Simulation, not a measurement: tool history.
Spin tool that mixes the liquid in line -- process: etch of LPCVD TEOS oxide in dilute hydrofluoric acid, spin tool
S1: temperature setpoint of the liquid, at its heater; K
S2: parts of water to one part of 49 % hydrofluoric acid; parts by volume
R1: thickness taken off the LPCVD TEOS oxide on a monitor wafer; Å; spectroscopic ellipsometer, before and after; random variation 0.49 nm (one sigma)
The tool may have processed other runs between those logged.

{"run": 1, "hour": 0.0, "S1": 296.15, "S2": 145, "time under the liquid (s)": 150, "R1": 379.43}
{"run": 2, "hour": 4.5, "S1": 299.65, "S2": 145, "time under the liquid (s)": 150, "R1": 433.12}
{"run": 3, "hour": 9.2, "S1": 299.65, "S2": 145, "time under the liquid (s)": 160, "R1": 463.52}
{"run": 4, "hour": 13.5, "S1": 300.65, "S2": 145, "time under the liquid (s)": 160, "R1": 482.71}
{"run": 5, "hour": 15.5, "S1": 301.15, "S2": 145, "time under the liquid (s)": 160, "R1": 492.63}
{"run": 6, "hour": 16.5, "S1": 301.65, "S2": 145, "time under the liquid (s)": 160, "R1": 505.05}
{"run": 7, "hour": 19.1, "S1": 302.15, "S2": 145, "time under the liquid (s)": 160, "R1": 504.03}

Estimate the outcome of run 8 from the log above:
{"run": 8, "hour": 26.5, "S1": 302.65, "S2": 145, "time under the liquid (s)": 160, "R1": "?"}

Run 8 gave R1 517.54 Å.
